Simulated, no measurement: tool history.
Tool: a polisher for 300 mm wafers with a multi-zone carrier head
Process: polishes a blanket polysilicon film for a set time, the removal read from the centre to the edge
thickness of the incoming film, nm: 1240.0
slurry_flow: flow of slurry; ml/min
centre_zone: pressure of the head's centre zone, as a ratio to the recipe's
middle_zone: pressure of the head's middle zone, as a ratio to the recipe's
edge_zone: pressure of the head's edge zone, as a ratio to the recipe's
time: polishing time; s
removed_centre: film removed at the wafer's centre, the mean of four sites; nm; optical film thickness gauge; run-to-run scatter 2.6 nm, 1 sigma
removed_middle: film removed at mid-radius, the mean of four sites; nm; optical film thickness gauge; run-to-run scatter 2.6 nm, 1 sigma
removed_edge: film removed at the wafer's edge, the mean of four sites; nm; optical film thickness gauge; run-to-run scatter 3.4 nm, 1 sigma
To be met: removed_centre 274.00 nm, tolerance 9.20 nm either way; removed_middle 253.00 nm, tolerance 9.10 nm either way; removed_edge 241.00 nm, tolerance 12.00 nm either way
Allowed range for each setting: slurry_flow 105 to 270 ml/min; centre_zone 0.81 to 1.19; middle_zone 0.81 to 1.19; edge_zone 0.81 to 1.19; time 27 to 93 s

run,hour,slurry_flow,centre_zone,middle_zone,edge_zone,time,removed_centre,removed_middle,removed_edge
1,0.0,175,1.00,1.00,1.00,59,414.87,420.94,402.20
2,6.2,175,1.00,1.00,1.00,73,517.63,523.87,489.60
3,10.5,175,1.00,1.00,0.93,73,502.90,528.31,484.40
4,15.9,175,1.00,1.00,0.93,60,427.99,427.71,411.04
5,21.9,175,0.94,1.00,0.93,60,402.45,427.56,394.66
6,26.3,175,0.95,1.00,0.92,57,380.64,407.54,375.73
7,29.6,175,0.95,1.00,0.92,57,378.12,415.20,386.27
8,32.2,170,0.97,1.01,0.91,54,371.27,388.76,356.40
9,35.1,165,0.98,1.01,0.91,52,352.51,373.23,334.14
10,42.0,160,0.99,1.00,0.91,51,351.46,357.65,331.52
11,51.0,155,0.99,1.00,0.91,50,339.77,353.63,324.03
12,56.2,150,1.00,0.99,0.91,49,343.48,336.69,316.79
13,57.4,140,0.99,0.94,0.82,33,220.14,228.44,205.12
14,63.0,145,1.00,0.94,0.83,33,231.45,223.12,207.58
15,64.3,145,1.00,0.94,0.83,33,228.62,223.73,202.37
16,67.7,145,1.00,0.95,0.85,33,226.45,220.59,206.64
17,73.4,145,1.01,0.96,0.86,33,229.09,228.16,204.55
18,77.9,145,1.01,0.96,0.87,34,234.58,234.97,211.43
19,83.1,145,1.01,0.96,0.87,35,243.66,242.95,224.65

Next run, 5 choices. One meets every target within its allowed miss, the rest don't. Which?
A,88.3,125,1.18,1.01,0.97,37,?,?,?
B,88.3,225,1.05,0.92,0.91,36,?,?,?
C,88.3,140,0.87,1.08,0.87,34,?,?,?
D,88.3,115,1.13,1.06,0.84,39,?,?,?
E,88.3,165,0.95,1.19,0.81,33,?,?,?

move,removed_centre,removed_middle,removed_edge
A,292.51,262.65,239.74
B,272.28,258.99,237.58
C,200.83,254.83,211.36
D,291.89,282.01,234.74
E,217.71,267.15,201.26
A: the result that was furthest off in the last run now lies on the other side of its target
B: every result within its allowed miss
C: misses by more than the last run did
D: the result that was furthest off in the last run now lies on the other side of its target
E: misses by more than the last run did
The move that meets every target is B.

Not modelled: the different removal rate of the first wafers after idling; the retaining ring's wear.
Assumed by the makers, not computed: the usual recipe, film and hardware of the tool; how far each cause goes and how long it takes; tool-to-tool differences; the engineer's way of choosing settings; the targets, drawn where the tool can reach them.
